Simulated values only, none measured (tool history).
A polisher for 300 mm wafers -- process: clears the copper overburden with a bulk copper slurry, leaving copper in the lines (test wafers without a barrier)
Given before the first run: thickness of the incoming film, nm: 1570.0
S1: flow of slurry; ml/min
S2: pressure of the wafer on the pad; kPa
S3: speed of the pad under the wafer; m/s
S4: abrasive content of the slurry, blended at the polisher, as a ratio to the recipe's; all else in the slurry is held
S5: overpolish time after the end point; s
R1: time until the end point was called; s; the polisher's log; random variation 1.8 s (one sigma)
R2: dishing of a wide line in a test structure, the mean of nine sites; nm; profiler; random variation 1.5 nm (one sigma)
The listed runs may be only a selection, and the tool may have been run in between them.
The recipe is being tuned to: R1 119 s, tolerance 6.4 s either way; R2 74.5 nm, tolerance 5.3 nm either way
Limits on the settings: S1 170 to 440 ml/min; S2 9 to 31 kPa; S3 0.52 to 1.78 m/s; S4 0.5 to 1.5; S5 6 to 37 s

run,day,S1,S2,S3,S4,S5,R1,R2
1,0,280,20,1.14,1,19,159.72,63.932
2,0.038,330,20,1.14,1,19,156,63.699
3,0.196,330,21.4,1.14,1,20,144.67,70.197
4,0.421,330,22.1,1.14,1,19,142.71,71.587
5,0.692,330,22.8,1.16,1,17,135.55,67.511
6,1.004,330,22.8,1.16,0.85,17,135.49,69.368
7,1.367,330,23.4,1.16,0.85,17,135.33,68.331
8,1.488,330,24.1,1.16,0.85,17,125.89,67.65
9,1.742,330,24.8,1.16,0.85,22,126.23,73.73

5 candidate next runs follow, results not yet known. Just one meets every target within its allowed miss. Identify it.
A,1.996,310,26.2,1.16,1,22,?,?
B,1.996,360,29,1.3,0.5,17,?,?
C,1.996,310,21.4,1.2,0.8,15,?,?
D,1.996,330,25.5,1.08,0.85,24,?,?
E,1.996,270,19.3,1.34,1,35,?,?

move,R1,R2
A,120.27,77.742
B,106.3,76.638
C,146.84,65.516
D,134.99,77.174
E,142.39,77.179
A: meets every target
B: takes the result that was furthest off past its target
C: its largest miss is bigger than the last run's
D: its largest miss is bigger than the last run's
E: its largest miss is bigger than the last run's
Move A is the one to make.
